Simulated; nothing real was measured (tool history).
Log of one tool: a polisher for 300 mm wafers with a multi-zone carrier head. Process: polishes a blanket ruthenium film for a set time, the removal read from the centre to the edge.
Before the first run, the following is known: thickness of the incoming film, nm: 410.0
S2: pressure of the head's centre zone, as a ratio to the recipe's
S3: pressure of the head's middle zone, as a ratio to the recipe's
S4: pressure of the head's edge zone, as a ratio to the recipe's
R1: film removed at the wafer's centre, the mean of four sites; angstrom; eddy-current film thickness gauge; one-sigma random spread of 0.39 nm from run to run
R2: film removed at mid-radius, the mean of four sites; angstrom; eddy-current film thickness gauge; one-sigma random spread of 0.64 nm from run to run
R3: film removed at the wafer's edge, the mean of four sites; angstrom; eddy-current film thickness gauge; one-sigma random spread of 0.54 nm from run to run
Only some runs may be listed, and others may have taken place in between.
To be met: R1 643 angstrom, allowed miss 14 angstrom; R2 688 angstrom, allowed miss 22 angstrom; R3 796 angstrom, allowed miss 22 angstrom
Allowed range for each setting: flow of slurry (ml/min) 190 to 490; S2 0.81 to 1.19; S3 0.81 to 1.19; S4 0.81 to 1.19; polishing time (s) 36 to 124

{"run": 1, "hour": 0.0, "flow of slurry (ml/min)": 315, "S2": 1, "S3": 1, "S4": 1, "polishing time (s)": 79, "R1": 867.13, "R2": 947.57, "R3": 970.62}
{"run": 2, "hour": 4.3, "flow of slurry (ml/min)": 305, "S2": 0.97, "S3": 0.96, "S4": 0.98, "polishing time (s)": 76, "R1": 804.2, "R2": 891.32, "R3": 922.6}
{"run": 3, "hour": 12.7, "flow of slurry (ml/min)": 305, "S2": 0.91, "S3": 0.96, "S4": 0.98, "polishing time (s)": 76, "R1": 757.76, "R2": 879.48, "R3": 911.74}
{"run": 4, "hour": 14.0, "flow of slurry (ml/min)": 300, "S2": 0.9, "S3": 0.93, "S4": 0.98, "polishing time (s)": 74, "R1": 727.82, "R2": 839.53, "R3": 885.21}
{"run": 5, "hour": 22.6, "flow of slurry (ml/min)": 300, "S2": 0.9, "S3": 0.93, "S4": 0.92, "polishing time (s)": 74, "R1": 727.35, "R2": 842.9, "R3": 870.17}
{"run": 6, "hour": 29.2, "flow of slurry (ml/min)": 300, "S2": 0.9, "S3": 0.93, "S4": 0.88, "polishing time (s)": 74, "R1": 721.54, "R2": 825.58, "R3": 867.54}
{"run": 7, "hour": 34.9, "flow of slurry (ml/min)": 290, "S2": 0.89, "S3": 0.9, "S4": 0.88, "polishing time (s)": 73, "R1": 701.78, "R2": 803.94, "R3": 853.86}
{"run": 8, "hour": 42.8, "flow of slurry (ml/min)": 285, "S2": 0.89, "S3": 0.88, "S4": 0.9, "polishing time (s)": 71, "R1": 685.55, "R2": 776.28, "R3": 829.74}
{"run": 9, "hour": 51.8, "flow of slurry (ml/min)": 295, "S2": 0.89, "S3": 0.86, "S4": 0.93, "polishing time (s)": 69, "R1": 658.09, "R2": 751.04, "R3": 815.76}
{"hour": 60.5, "done": "centre zone pressure recalibrated"}
{"run": 10, "hour": 60.5, "flow of slurry (ml/min)": 295, "S2": 0.89, "S3": 0.86, "S4": 0.93, "polishing time (s)": 69, "R1": 728.4, "R2": 740.41, "R3": 823.7}
{"run": 11, "hour": 63.7, "flow of slurry (ml/min)": 270, "S2": 0.87, "S3": 0.85, "S4": 0.94, "polishing time (s)": 69, "R1": 701.15, "R2": 730.32, "R3": 813.19}

Below are 4 possible settings for the next run. Only one of them brings all results inside the allowed miss of their targets. Which is it?
{"run": "A", "hour": 66.9, "flow of slurry (ml/min)": 265, "S2": 0.85, "S3": 0.81, "S4": 1.01, "polishing time (s)": 69, "R1": "?", "R2": "?", "R3": "?"}
{"run": "B", "hour": 66.9, "flow of slurry (ml/min)": 190, "S2": 1, "S3": 0.89, "S4": 0.95, "polishing time (s)": 70, "R1": "?", "R2": "?", "R3": "?"}
{"run": "C", "hour": 66.9, "flow of slurry (ml/min)": 365, "S2": 0.84, "S3": 0.85, "S4": 1.04, "polishing time (s)": 64, "R1": "?", "R2": "?", "R3": "?"}
{"run": "D", "hour": 66.9, "flow of slurry (ml/min)": 265, "S2": 0.85, "S3": 0.86, "S4": 0.94, "polishing time (s)": 67, "R1": "?", "R2": "?", "R3": "?"}

move=A R1=680.09 R2=700.61 R3=828.79
move=B R1=783.21 R2=733.35 R3=801.51
move=C R1=641.7 R2=689.6 R3=792.18
move=D R1=660.58 R2=709.22 R3=784.2
A: nearer than the last run, and not there yet
B: moves away from the targets compared with the last run
C: each result inside its tolerance
D: nearer than the last run, and not there yet
Go with C: it meets all targets.
